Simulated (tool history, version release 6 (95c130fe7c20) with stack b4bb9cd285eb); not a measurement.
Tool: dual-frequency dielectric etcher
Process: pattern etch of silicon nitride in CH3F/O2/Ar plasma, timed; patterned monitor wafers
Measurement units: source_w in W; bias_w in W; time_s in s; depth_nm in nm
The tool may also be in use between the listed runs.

Run 1, hour 0.0: source_w 430 W, bias_w 84 W, time_s 37 s. Result: depth_nm 30.757 nm.
Run 2, hour 7.3: source_w 360 W, bias_w 84 W, time_s 37 s. Result: depth_nm 28.054 nm.
Run 3, hour 12.9: source_w 360 W, bias_w 84 W, time_s 34 s. Result: depth_nm 25.656 nm.
Run 4, hour 17.0: source_w 360 W, bias_w 84 W, time_s 37 s. Result: depth_nm 27.774 nm.
Run 5, hour 22.7: source_w 410 W, bias_w 84 W, time_s 37 s. Result: depth_nm 29.903 nm.
Run 6, hour 26.9: source_w 340 W, bias_w 84 W, time_s 37 s. Result: depth_nm 26.888 nm.
Run 7, hour 33.0: source_w 330 W, bias_w 81 W, time_s 37 s. Result: depth_nm 26.240 nm.
Run 8, hour 41.2: source_w 330 W, bias_w 81 W, time_s 37 s. Result: depth_nm 26.085 nm.
Run 9, hour 45.9: source_w 320 W, bias_w 79 W, time_s 37 s. Result: depth_nm 25.748 nm.

What does the tool deliver on the next run?
Run 10, hour 48.8: source_w 250 W, bias_w 62 W, time_s 34 s. Result: depth_nm ?.

Logged for run 10: depth_nm 18.045 nm.
